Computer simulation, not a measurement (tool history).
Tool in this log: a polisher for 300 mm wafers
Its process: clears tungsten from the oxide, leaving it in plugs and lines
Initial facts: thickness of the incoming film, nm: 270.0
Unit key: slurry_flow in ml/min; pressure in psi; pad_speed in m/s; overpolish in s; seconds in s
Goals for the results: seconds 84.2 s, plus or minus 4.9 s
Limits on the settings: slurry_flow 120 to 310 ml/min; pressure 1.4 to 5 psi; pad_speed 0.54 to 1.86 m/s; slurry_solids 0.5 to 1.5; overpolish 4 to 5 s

run,hour,slurry_flow,pressure,pad_speed,slurry_solids,overpolish,seconds
1,0,200,3.2,1.18,1,5,68.103
2,7,200,3.9,1.18,1,5,56.244
3,11.3,245,3.9,1.18,1,5,54.129
4,16.1,245,4.5,1.18,1,5,47.499
5,20.8,245,4,1.14,1,5,55.969
6,24.8,275,4,1.14,1,5,53.151
7,25.9,270,3.6,1.12,1,5,61.713
8,31,270,3.4,1.1,1,5,64.803
# hour 31.5: slurry tank refilled with fresh slurry and peroxide
9,31.5,270,2.5,1.04,1,5,81.673

Pick the move, out of 5, that brings all results within their allowed miss; only one does.
A,32,240,2.3,1.26,0.9,5,?
B,32,305,2.3,1.32,0.8,5,?
C,32,265,3.4,0.66,0.95,5,?
D,32,245,2.5,1.16,0.8,4,?
E,32,280,2.8,1.02,0.9,4,?

move,seconds
A,75.844
B,72.927
C,85.148
D,76.726
E,73.608
A: misses by more than the last run did
B: misses by more than the last run did
C: hits every target within its allowed miss
D: misses by more than the last run did
E: misses by more than the last run did
C is the move that brings every result within its allowed miss.

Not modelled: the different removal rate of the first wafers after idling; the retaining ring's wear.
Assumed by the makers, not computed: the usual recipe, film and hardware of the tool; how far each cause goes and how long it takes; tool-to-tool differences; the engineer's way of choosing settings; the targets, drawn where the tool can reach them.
